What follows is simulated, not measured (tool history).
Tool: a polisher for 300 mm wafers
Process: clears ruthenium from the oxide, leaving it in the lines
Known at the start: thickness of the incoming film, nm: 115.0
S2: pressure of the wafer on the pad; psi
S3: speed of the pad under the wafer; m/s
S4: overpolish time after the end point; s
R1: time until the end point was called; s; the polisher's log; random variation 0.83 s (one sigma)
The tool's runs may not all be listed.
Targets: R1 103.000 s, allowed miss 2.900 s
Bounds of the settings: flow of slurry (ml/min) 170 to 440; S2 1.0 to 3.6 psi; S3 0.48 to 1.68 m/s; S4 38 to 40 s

Run 1, hour 0.0: flow of slurry (ml/min) 280, S2 2.3 psi, S3 1.08 m/s, S4 38 s. Result: R1 58.334 s.
Run 2, hour 9.0: flow of slurry (ml/min) 210, S2 2.3 psi, S3 1.08 m/s, S4 38 s. Result: R1 60.111 s.
Run 3, hour 13.1: flow of slurry (ml/min) 210, S2 2.1 psi, S3 1.08 m/s, S4 38 s. Result: R1 65.403 s.
Run 4, hour 14.5: flow of slurry (ml/min) 210, S2 2.6 psi, S3 1.08 m/s, S4 38 s. Result: R1 54.053 s.
Run 5, hour 18.4: flow of slurry (ml/min) 210, S2 2.6 psi, S3 1.08 m/s, S4 38 s. Result: R1 53.432 s.
Run 6, hour 26.0: flow of slurry (ml/min) 210, S2 2.4 psi, S3 1.08 m/s, S4 38 s. Result: R1 57.768 s.
Run 7, hour 29.8: flow of slurry (ml/min) 205, S2 1.8 psi, S3 1.06 m/s, S4 38 s. Result: R1 78.319 s.
Run 8, hour 34.8: flow of slurry (ml/min) 205, S2 1.7 psi, S3 1.06 m/s, S4 38 s. Result: R1 82.697 s.
Run 9, hour 36.9: flow of slurry (ml/min) 205, S2 1.6 psi, S3 1.06 m/s, S4 38 s. Result: R1 87.512 s.
At hour 39.0: head pressure recalibrated.
Run 10, hour 39.0: flow of slurry (ml/min) 200, S2 1.4 psi, S3 1.06 m/s, S4 38 s. Result: R1 110.530 s.

4 next moves are on the table. One of them brings every result within its allowed miss. Which?
Run A, hour 41.1: flow of slurry (ml/min) 185, S2 1.5 psi, S3 1.12 m/s, S4 38 s. Result: R1 ?.
Run B, hour 41.1: flow of slurry (ml/min) 210, S2 1.5 psi, S3 1.12 m/s, S4 38 s. Result: R1 ?.
Run C, hour 41.1: flow of slurry (ml/min) 175, S2 1.4 psi, S3 1.24 m/s, S4 40 s. Result: R1 ?.
Run D, hour 41.1: flow of slurry (ml/min) 190, S2 1.4 psi, S3 1.14 m/s, S4 40 s. Result: R1 ?.

move       R1
   A   99.052
   B   98.140
   C   96.212
   D  103.780
A: takes the result that was furthest off past its target
B: takes the result that was furthest off past its target
C: takes the result that was furthest off past its target
D: meets every target
Answer: D

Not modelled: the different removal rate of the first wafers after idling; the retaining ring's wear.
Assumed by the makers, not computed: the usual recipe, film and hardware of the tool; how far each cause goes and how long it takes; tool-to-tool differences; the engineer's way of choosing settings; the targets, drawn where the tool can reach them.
